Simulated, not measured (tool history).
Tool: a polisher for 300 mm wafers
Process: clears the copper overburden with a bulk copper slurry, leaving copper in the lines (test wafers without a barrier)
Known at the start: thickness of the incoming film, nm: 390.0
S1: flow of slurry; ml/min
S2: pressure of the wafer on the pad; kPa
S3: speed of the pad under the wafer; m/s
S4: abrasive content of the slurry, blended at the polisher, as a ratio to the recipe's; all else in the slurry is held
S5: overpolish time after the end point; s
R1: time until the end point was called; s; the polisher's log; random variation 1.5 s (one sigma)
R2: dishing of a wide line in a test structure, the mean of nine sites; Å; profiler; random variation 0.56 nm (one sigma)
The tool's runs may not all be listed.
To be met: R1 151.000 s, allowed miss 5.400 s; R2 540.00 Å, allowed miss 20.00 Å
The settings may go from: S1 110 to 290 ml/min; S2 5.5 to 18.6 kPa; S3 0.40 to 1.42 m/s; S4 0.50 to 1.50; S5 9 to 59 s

run,hour,S1,S2,S3,S4,S5,R1,R2
1,0.0,185,11.7,0.90,1.00,30,90.023,690.52
2,2.6,185,11.7,0.90,1.15,30,87.673,696.91
3,7.1,220,11.7,0.90,1.15,30,84.950,718.70
4,10.9,210,10.3,0.90,1.15,32,95.139,683.22
5,14.0,210,12.4,0.90,1.15,32,80.783,783.32
6,18.6,175,12.4,0.90,1.15,32,84.163,769.74
7,25.6,170,10.3,0.88,1.15,34,101.730,675.28
8,33.7,160,9.0,0.88,1.15,36,120.650,621.30
# hour 39.0: worn pad replaced by a new one
9,39.0,125,6.9,0.88,1.15,37,143.190,543.02
10,47.6,125,6.2,0.88,1.15,39,160.350,512.65
11,49.8,130,6.9,0.88,1.15,39,143.650,577.57
12,52.3,130,6.9,0.88,1.15,38,142.120,547.96
13,55.1,130,6.9,0.88,1.15,39,142.440,575.24
14,61.9,130,6.2,0.88,1.15,39,154.110,518.56

Which of these 5 next moves meets every target?
A,68.7,145,6.9,0.68,1.15,44,?,?
B,68.7,120,6.2,0.86,1.10,37,?,?
C,68.7,110,6.9,0.80,1.05,46,?,?
D,68.7,110,6.2,0.84,1.25,47,?,?
E,68.7,115,7.6,0.78,1.05,38,?,?

move,R1,R2
A,165.370,545.39
B,162.330,485.59
C,160.510,570.75
D,164.310,559.20
E,147.520,542.68
A: brings the result that was furthest off to its target, and leaves another outside
B: further off than the last run
C: takes the result that was furthest off past its target
D: brings the result that was furthest off to its target, and leaves another outside
E: meets every target
The right move is E.
